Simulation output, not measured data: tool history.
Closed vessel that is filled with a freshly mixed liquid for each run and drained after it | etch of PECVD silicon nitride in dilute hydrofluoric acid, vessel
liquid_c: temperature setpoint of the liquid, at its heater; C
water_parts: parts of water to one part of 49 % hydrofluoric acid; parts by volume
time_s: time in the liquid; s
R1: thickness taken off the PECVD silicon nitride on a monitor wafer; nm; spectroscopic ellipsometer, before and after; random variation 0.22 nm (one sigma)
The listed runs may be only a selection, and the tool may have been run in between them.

Run 1, hour 0.0: liquid_c 23.0 C, water_parts 90 parts by volume, time_s 800 s. Result: R1 35.860 nm.
Run 2, hour 3.7: liquid_c 25.0 C, water_parts 90 parts by volume, time_s 800 s. Result: R1 41.460 nm.
Run 3, hour 9.1: liquid_c 23.5 C, water_parts 90 parts by volume, time_s 800 s. Result: R1 37.346 nm.
Run 4, hour 15.3: liquid_c 23.5 C, water_parts 90 parts by volume, time_s 855 s. Result: R1 39.240 nm.
Run 5, hour 22.9: liquid_c 23.5 C, water_parts 90 parts by volume, time_s 855 s. Result: R1 40.364 nm.
Run 6, hour 30.8: liquid_c 21.5 C, water_parts 90 parts by volume, time_s 855 s. Result: R1 35.301 nm.

Forecast run 7:
Run 7, hour 34.2: liquid_c 20.5 C, water_parts 90 parts by volume, time_s 855 s. Result: R1 ?.

Run 7 came out at R1 33.238 nm.

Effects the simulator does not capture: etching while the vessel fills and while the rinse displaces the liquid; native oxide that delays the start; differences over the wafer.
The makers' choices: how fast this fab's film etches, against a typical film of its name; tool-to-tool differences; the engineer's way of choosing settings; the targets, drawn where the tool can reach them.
